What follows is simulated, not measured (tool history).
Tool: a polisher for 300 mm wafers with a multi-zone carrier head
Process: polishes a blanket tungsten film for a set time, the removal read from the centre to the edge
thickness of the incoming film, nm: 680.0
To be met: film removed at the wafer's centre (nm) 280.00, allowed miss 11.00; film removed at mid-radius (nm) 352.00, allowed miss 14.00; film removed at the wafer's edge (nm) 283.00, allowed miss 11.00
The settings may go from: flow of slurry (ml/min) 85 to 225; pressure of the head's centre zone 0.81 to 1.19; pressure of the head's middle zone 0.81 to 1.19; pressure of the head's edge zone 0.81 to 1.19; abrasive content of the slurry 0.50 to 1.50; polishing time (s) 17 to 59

run	day	flow of slurry (ml/min)	pressure of the head's centre zone	pressure of the head's middle zone	pressure of the head's edge zone	abrasive content of the slurry	polishing time (s)	film removed at the wafer's centre (nm)	film removed at mid-radius (nm)	film removed at the wafer's edge (nm)
1	0.000	145	1.00	1.00	1.00	1.00	38	223.05	237.32	221.62
2	0.308	150	1.00	1.02	1.01	1.05	38	224.59	237.19	232.76
3	0.504	150	1.00	1.02	1.01	1.20	38	227.71	248.98	237.23
4	0.600	155	1.00	1.04	0.99	1.25	39	242.91	264.48	247.10
5	0.942	160	0.99	1.06	0.98	1.30	39	243.67	267.54	242.23
6	1.175	160	0.98	1.08	0.98	1.35	40	249.93	285.95	254.47
7	1.550	165	0.98	1.09	0.98	1.35	40	249.26	285.51	250.09
8	1.762	185	0.96	1.19	1.02	1.50	44	286.65	353.87	295.91
9	2.092	185	0.96	1.19	1.01	1.50	44	286.06	352.84	295.02
10	2.392	185	0.96	1.19	1.01	1.50	44	279.10	357.41	296.60
11	2.638	185	0.96	1.19	1.00	1.50	44	285.04	355.10	295.16

5 next moves are on the table. One of them brings every result within its allowed miss. Which?
A	2.883	185	0.92	1.10	0.98	1.25	50	?	?	?
B	2.883	205	1.03	1.19	0.85	1.50	44	?	?	?
C	2.883	205	0.86	1.07	1.13	1.40	47	?	?	?
D	2.883	180	0.95	1.09	1.08	1.50	45	?	?	?
E	2.883	210	0.98	1.19	0.98	1.40	43	?	?	?

move	film removed at the wafer's centre (nm)	film removed at mid-radius (nm)	film removed at the wafer's edge (nm)
A	296.68	364.04	317.65
B	308.93	360.96	276.52
C	271.11	347.25	328.89
D	284.46	335.40	308.08
E	284.30	349.15	283.02
A: further off than the last run
B: brings the result that was furthest off to its target, and leaves another outside
C: further off than the last run
D: further off than the last run
E: meets every target
Move E is the one to make.

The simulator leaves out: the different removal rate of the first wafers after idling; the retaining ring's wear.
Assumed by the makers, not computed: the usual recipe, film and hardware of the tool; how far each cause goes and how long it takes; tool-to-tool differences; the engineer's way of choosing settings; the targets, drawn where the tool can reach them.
